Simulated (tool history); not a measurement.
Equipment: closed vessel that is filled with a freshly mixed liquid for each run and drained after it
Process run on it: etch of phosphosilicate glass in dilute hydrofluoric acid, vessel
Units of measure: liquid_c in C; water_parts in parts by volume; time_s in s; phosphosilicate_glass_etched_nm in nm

run	hour	liquid_c	water_parts	time_s	phosphosilicate_glass_etched_nm
1	0	23	195	100	76.535
2	4.1	22	205	100	69.427
3	7.7	21.5	215	100	64.004
4	11.4	21.5	215	110	70.958
5	12.7	21.5	215	110	69.842
6	20.7	21	225	110	66.016
7	26.2	20.5	235	110	60.683
8	31.2	20	240	110	58.335
9	33.3	19.5	245	110	55.543
10	35.5	19	250	110	52.733
11	42.1	18.5	255	110	50.076
12	50	18.5	255	110	50.821
13	51.5	18.5	260	110	50.23
# hour 54.8: hydrofluoric acid flow meter replaced
14	54.8	18.5	265	110	54.071
15	57.7	18.5	275	110	50.457

For run 16, what comes out?
16	61.3	18.5	285	110	?

Logged for run 16: phosphosilicate_glass_etched_nm 48.594 nm.
